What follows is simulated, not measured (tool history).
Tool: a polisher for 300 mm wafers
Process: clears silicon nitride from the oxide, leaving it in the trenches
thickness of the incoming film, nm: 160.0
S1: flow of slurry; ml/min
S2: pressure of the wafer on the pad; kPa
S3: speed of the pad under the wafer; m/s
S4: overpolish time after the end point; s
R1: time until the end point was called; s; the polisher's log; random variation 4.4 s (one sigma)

{"run": 1, "hour": 0.0, "S1": 170, "S2": 24.1, "S3": 1.16, "S4": 11, "R1": 116.54}
{"run": 2, "hour": 4.0, "S1": 170, "S2": 28.3, "S3": 1.16, "S4": 11, "R1": 96.127}
{"run": 3, "hour": 11.6, "S1": 140, "S2": 28.3, "S3": 1.16, "S4": 11, "R1": 102.9}
{"run": 4, "hour": 19.1, "S1": 135, "S2": 26.9, "S3": 1.12, "S4": 11, "R1": 110.21}
{"run": 5, "hour": 20.1, "S1": 135, "S2": 25.5, "S3": 1.08, "S4": 11, "R1": 123.16}
{"run": 6, "hour": 28.5, "S1": 135, "S2": 25.5, "S3": 0.96, "S4": 11, "R1": 135.92}
{"run": 7, "hour": 30.8, "S1": 135, "S2": 24.1, "S3": 0.94, "S4": 11, "R1": 149.81}
{"run": 8, "hour": 37.6, "S1": 135, "S2": 22.8, "S3": 0.92, "S4": 11, "R1": 163.7}
{"run": 9, "hour": 44.7, "S1": 135, "S2": 21.4, "S3": 0.92, "S4": 11, "R1": 164.87}

Forecast run 10:
{"run": 10, "hour": 52.8, "S1": 125, "S2": 14.5, "S3": 0.6, "S4": 11, "R1": "?"}

R1: 383.09 s

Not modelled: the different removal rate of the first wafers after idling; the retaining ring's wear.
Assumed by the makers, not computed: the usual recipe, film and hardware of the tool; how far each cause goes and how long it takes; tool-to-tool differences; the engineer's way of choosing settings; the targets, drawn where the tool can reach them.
